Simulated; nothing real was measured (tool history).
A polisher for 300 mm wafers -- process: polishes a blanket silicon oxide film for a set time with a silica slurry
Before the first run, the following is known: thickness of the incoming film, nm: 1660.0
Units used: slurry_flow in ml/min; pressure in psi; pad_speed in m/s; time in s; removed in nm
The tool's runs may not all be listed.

run,hour,slurry_flow,pressure,pad_speed,slurry_solids,time,removed
1,0.0,210,5.3,1.30,1.00,45,186.70
2,1.1,210,5.3,1.18,1.00,45,167.98
3,9.3,210,5.3,1.18,1.00,45,172.95
4,11.4,210,5.3,1.18,0.85,45,161.88
5,13.9,210,4.5,1.16,0.85,45,133.09
6,21.9,210,4.1,1.16,0.85,45,124.08

What will run 7 give?
7,30.2,210,3.7,1.16,0.85,45,?

{"run 7": {"removed": 110.9}}
